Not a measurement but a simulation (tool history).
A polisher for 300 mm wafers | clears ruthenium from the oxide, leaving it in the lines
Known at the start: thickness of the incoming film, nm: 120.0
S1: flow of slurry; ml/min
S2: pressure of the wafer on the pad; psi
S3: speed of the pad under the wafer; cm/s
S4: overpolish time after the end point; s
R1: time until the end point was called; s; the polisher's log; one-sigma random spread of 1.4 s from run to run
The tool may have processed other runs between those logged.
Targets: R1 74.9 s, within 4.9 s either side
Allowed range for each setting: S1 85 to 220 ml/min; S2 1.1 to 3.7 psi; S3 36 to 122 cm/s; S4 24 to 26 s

run 1 hour=0 | S1=140 S2=2.4 S3=78 S4=24 | R1=114.33
run 2 hour=0.9 | S1=140 S2=2.5 S3=78 S4=24 | R1=109.92
run 3 hour=6.8 | S1=140 S2=2.5 S3=78 S4=24 | R1=107.29
run 4 hour=9.5 | S1=140 S2=2.5 S3=78 S4=26 | R1=108.48
run 5 hour=11.5 | S1=140 S2=2.5 S3=78 S4=26 | R1=110.59
run 6 hour=15.8 | S1=140 S2=2.6 S3=78 S4=26 | R1=107.61
run 7 hour=22.4 | S1=140 S2=2.7 S3=80 S4=26 | R1=100.75
run 8 hour=24.3 | S1=140 S2=2.8 S3=80 S4=26 | R1=100.01
run 9 hour=26.9 | S1=140 S2=2.9 S3=82 S4=26 | R1=94.052
-- hour=29 head pressure recalibrated
run 10 hour=29 | S1=140 S2=3 S3=82 S4=26 | R1=95.918

Exactly one of the 5 candidate moves below puts every result within its allowed miss. Which one?
run A hour=31.1 | S1=135 S2=3.3 S3=100 S4=26 | R1=?
run B hour=31.1 | S1=130 S2=3.7 S3=110 S4=24 | R1=?
run C hour=31.1 | S1=105 S2=3.6 S3=108 S4=26 | R1=?
run D hour=31.1 | S1=135 S2=3.1 S3=116 S4=24 | R1=?
run E hour=31.1 | S1=110 S2=3.6 S3=110 S4=24 | R1=?

move=A R1=74.946
move=B R1=62.415
move=C R1=66.605
move=D R1=68.181
move=E R1=65.072
A: each result inside its tolerance
B: takes the result that was furthest off past its target
C: takes the result that was furthest off past its target
D: takes the result that was furthest off past its target
E: takes the result that was furthest off past its target
Correct choice: A, which meets every target
